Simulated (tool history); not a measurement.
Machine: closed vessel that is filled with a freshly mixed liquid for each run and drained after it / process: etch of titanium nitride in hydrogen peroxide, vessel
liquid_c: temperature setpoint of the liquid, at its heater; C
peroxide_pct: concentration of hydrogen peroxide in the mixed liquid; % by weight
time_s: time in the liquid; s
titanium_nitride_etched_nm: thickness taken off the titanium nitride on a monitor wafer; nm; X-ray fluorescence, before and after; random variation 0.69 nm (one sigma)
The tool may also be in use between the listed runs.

run  hour  liquid_c  peroxide_pct  time_s  titanium_nitride_etched_nm
  1   0.0      49.0            24    1345                      35.695
  2   5.5      51.0            24    1345                      41.369
  3  13.4      51.0            24    1345                      40.277
  4  18.2      56.0            24    1345                      58.041
  5  19.3      51.5            24    1345                      42.431
  6  26.5      53.0            24    1345                      47.460
  7  33.6      54.0            24    1345                      50.968
  8  36.6      55.0            24    1345                      55.222
  9  40.3      55.5            24    1345                      56.518

Expected results for the next run?
 10  42.5      56.0            24    1345                           ?

titanium_nitride_etched_nm: 58.191 nm
